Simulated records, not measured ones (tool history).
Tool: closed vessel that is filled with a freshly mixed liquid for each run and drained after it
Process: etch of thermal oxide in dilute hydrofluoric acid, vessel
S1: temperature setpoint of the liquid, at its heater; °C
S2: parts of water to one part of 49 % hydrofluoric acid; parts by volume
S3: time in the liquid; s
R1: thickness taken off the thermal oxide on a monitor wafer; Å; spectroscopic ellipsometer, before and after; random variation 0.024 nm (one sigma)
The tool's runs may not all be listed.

Run 1, hour 0.0: S1 23.0 °C, S2 120 parts by volume, S3 90 s. Result: R1 33.583 Å.
Run 2, hour 4.7: S1 23.0 °C, S2 120 parts by volume, S3 90 s. Result: R1 33.485 Å.
Run 3, hour 8.6: S1 24.0 °C, S2 120 parts by volume, S3 90 s. Result: R1 34.948 Å.
Run 4, hour 10.5: S1 22.0 °C, S2 120 parts by volume, S3 90 s. Result: R1 32.049 Å.
Run 5, hour 16.7: S1 23.0 °C, S2 120 parts by volume, S3 90 s. Result: R1 33.447 Å.
Run 6, hour 21.5: S1 23.0 °C, S2 145 parts by volume, S3 90 s. Result: R1 26.773 Å.
Run 7, hour 22.8: S1 27.0 °C, S2 120 parts by volume, S3 90 s. Result: R1 39.144 Å.

Run 8 comes next. What will it give?
Run 8, hour 23.8: S1 27.5 °C, S2 120 parts by volume, S3 90 s. Result: R1 ?.

{"run 8": {"R1": 39.594}}

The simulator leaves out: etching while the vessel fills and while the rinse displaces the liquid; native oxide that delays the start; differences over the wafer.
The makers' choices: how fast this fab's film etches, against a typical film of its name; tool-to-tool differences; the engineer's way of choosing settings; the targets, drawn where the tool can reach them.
